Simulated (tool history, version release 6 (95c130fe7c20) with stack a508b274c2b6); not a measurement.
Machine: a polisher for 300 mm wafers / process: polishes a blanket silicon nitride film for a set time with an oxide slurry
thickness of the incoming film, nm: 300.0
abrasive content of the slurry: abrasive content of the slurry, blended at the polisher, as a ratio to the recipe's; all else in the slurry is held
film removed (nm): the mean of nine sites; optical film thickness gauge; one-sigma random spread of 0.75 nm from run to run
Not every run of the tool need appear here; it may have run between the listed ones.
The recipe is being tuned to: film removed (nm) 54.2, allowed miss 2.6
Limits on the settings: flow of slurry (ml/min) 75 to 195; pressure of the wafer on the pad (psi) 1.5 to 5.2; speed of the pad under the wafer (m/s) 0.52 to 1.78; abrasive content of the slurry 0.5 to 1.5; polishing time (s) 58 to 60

| run | hour | flow of slurry (ml/min) | pressure of the wafer on the pad (psi) | speed of the pad under the wafer (m/s) | abrasive content of the slurry | polishing time (s) | film removed (nm) |
|---|---|---|---|---|---|---|---|
| 1 | 0 | 125 | 3.3 | 1.14 | 1 | 58 | 33.669 |
| 2 | 2 | 130 | 3.7 | 1.16 | 1 | 58 | 39.433 |
| 3 | 7 | 135 | 3.9 | 1.16 | 1 | 58 | 41.925 |
| 4 | 9 | 105 | 3.9 | 1.16 | 1 | 58 | 40.155 |
| 5 | 16.9 | 105 | 3.9 | 1.16 | 1 | 60 | 41.496 |
| 6 | 20 | 110 | 4.1 | 1.16 | 1 | 60 | 43.816 |
| 7 | 21.1 | 115 | 4.3 | 1.16 | 1 | 60 | 46.173 |
| 8 | 30 | 115 | 4.4 | 1.16 | 1 | 60 | 48.197 |
| 9 | 32.5 | 120 | 4.5 | 1.16 | 1 | 60 | 48.039 |
| 10 | 39.5 | 120 | 4.6 | 1.16 | 1 | 60 | 49.881 |
| 11 | 46.8 | 120 | 4.7 | 1.16 | 1 | 60 | 51.889 |

Of the 4 settings listed for the next run, only one would bring every result within its allowed miss of target. Which one?
| A | 54.1 | 145 | 5.2 | 0.98 | 0.9 | 60 | ? |
| B | 54.1 | 75 | 4.7 | 1.18 | 1.15 | 58 | ? |
| C | 54.1 | 105 | 5 | 1.24 | 1 | 59 | ? |
| D | 54.1 | 95 | 5.1 | 0.96 | 1.15 | 60 | ? |

| move | film removed (nm) |
|---|---|
| A | 49.494 |
| B | 47.354 |
| C | 55.104 |
| D | 49.532 |
A: moves away from the targets compared with the last run
B: moves away from the targets compared with the last run
C: every result lands within tolerance
D: moves away from the targets compared with the last run
The move that meets every target is C.

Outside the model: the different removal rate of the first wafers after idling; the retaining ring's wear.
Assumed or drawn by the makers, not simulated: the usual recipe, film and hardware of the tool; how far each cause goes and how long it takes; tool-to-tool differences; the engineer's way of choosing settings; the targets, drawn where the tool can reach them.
